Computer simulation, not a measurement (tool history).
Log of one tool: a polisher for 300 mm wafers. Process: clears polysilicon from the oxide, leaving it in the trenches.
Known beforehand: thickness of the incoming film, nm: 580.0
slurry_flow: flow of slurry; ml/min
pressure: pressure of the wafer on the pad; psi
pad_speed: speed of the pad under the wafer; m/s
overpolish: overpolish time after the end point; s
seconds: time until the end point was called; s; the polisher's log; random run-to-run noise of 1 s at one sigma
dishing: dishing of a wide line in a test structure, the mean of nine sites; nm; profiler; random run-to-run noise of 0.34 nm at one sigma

| run | day | slurry_flow | pressure | pad_speed | overpolish | seconds | dishing |
|---|---|---|---|---|---|---|---|
| 1 | 0.000 | 145 | 1.9 | 0.86 | 15 | 59.381 | 41.773 |
| 2 | 0.338 | 140 | 1.6 | 0.82 | 11 | 74.324 | 37.033 |
| 3 | 0.604 | 140 | 1.6 | 1.04 | 11 | 58.984 | 39.446 |
| 4 | 0.733 | 140 | 2.1 | 1.04 | 11 | 45.651 | 41.069 |
| 5 | 1.050 | 140 | 2.1 | 1.04 | 14 | 45.076 | 42.646 |
| 6 | 1.362 | 120 | 1.7 | 0.94 | 11 | 63.294 | 38.261 |
| 7 | 1.583 | 110 | 1.5 | 0.84 | 9 | 79.887 | 32.500 |
| 8 | 1.871 | 105 | 1.3 | 0.82 | 7 | 94.124 | 25.697 |
| 9 | 2.017 | 100 | 1.2 | 0.80 | 9 | 106.800 | 27.446 |
| 10 | 2.392 | 90 | 0.9 | 0.80 | 5 | 140.970 | 15.139 |
| 11 | 2.762 | 115 | 1.0 | 0.76 | 6 | 128.290 | 18.941 |
| 12 | 2.796 | 115 | 1.1 | 0.74 | 7 | 120.100 | 22.029 |

Expected results for the next run?
| 13 | 2.912 | 115 | 1.1 | 0.72 | 8 | ? | ? |

{"run 13": {"seconds": 125.41, "dishing": 22.91}}
